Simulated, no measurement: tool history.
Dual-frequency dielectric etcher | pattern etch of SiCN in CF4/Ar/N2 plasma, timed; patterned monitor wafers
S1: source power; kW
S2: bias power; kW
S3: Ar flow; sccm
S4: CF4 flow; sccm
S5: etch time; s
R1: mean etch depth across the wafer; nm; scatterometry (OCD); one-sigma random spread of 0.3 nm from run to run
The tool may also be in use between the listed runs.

{"run": 1, "day": 0.0, "S1": 0.55, "S2": 0.086, "S3": 108, "S4": 52, "S5": 103, "R1": 110.52}
{"run": 2, "day": 0.271, "S1": 0.52, "S2": 0.086, "S3": 108, "S4": 52, "S5": 103, "R1": 104.96}
{"run": 3, "day": 0.438, "S1": 0.52, "S2": 0.086, "S3": 108, "S4": 44, "S5": 103, "R1": 102.18}
{"run": 4, "day": 0.542, "S1": 0.47, "S2": 0.086, "S3": 108, "S4": 44, "S5": 103, "R1": 92.861}
{"run": 5, "day": 0.725, "S1": 0.46, "S2": 0.086, "S3": 108, "S4": 44, "S5": 103, "R1": 91.423}
{"day": 0.892, "done": "CF4 flow controller replaced"}
{"run": 6, "day": 0.892, "S1": 0.45, "S2": 0.086, "S3": 108, "S4": 44, "S5": 103, "R1": 87.589}

Run 7 comes next. What will it give?
{"run": 7, "day": 1.062, "S1": 0.44, "S2": 0.086, "S3": 108, "S4": 44, "S5": 103, "R1": "?"}

R1: 86.405 nm
